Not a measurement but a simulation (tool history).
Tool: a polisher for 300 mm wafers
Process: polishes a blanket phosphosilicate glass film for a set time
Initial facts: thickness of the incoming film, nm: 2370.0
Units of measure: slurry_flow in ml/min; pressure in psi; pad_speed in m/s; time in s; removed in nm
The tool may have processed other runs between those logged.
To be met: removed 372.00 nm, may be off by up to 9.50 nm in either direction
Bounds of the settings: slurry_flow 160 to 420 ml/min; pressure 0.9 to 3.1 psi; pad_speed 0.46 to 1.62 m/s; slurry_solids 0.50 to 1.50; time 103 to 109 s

run,hour,slurry_flow,pressure,pad_speed,slurry_solids,time,removed
1,0.0,270,2.0,1.04,1.00,103,495.16
2,6.9,270,1.9,1.04,1.00,103,471.07
3,10.1,270,1.8,1.04,1.00,103,443.54
4,17.4,270,1.8,1.22,1.00,103,510.84
5,20.7,270,1.7,1.22,1.00,103,475.24
6,28.7,270,2.0,1.22,1.00,103,559.34
7,37.2,270,1.9,1.22,1.00,103,530.85
8,43.4,270,1.8,1.22,1.00,103,508.49
9,45.1,270,1.7,1.22,1.00,103,474.72
10,48.2,255,1.2,1.22,1.00,103,336.80
11,55.5,265,1.2,1.22,1.00,103,341.51
12,56.7,275,1.2,1.22,1.00,103,343.17
13,61.6,285,1.2,1.22,1.00,103,346.56
14,67.5,295,1.2,1.22,1.00,103,343.93

Which of these 4 next moves meets every target?
A,73.4,220,1.1,1.40,1.10,109,?
B,73.4,350,1.5,1.30,0.60,109,?
C,73.4,305,1.4,1.10,0.85,103,?
D,73.4,310,1.5,1.06,1.00,106,?

move,removed
A,374.79
B,403.36
C,348.96
D,394.79
A: each result inside its tolerance
B: moves the result that the last run missed by most past its target, out the other side
C: nearer than the last run, and not there yet
D: moves the result that the last run missed by most past its target, out the other side
Answer: A
